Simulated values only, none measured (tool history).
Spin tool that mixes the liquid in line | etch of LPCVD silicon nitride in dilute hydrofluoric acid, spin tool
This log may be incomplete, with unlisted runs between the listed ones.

| run | hour | temperature setpoint of the liquid (°C) | parts of water to one part of 49 % hydrofluoric acid (parts by volume) | time under the liquid (s) | thickness taken off the LPCVD silicon nitride on a monitor wafer (angstrom) |
|---|---|---|---|---|---|
| 1 | 0 | 22 | 70 | 290 | 21.534 |
| 2 | 5 | 22 | 70 | 290 | 21.085 |
| 3 | 10.1 | 24 | 55 | 295 | 32.428 |
| 4 | 12.3 | 24 | 55 | 290 | 31.24 |
| 5 | 13.2 | 25.5 | 45 | 295 | 42.133 |
| 6 | 19.1 | 26.5 | 40 | 295 | 50.953 |

The next listed run, before its measurement:
| 7 | 28 | 30 | 30 | 300 | ? |

Run 7 gave thickness taken off the LPCVD silicon nitride on a monitor wafer (angstrom) 86.068.

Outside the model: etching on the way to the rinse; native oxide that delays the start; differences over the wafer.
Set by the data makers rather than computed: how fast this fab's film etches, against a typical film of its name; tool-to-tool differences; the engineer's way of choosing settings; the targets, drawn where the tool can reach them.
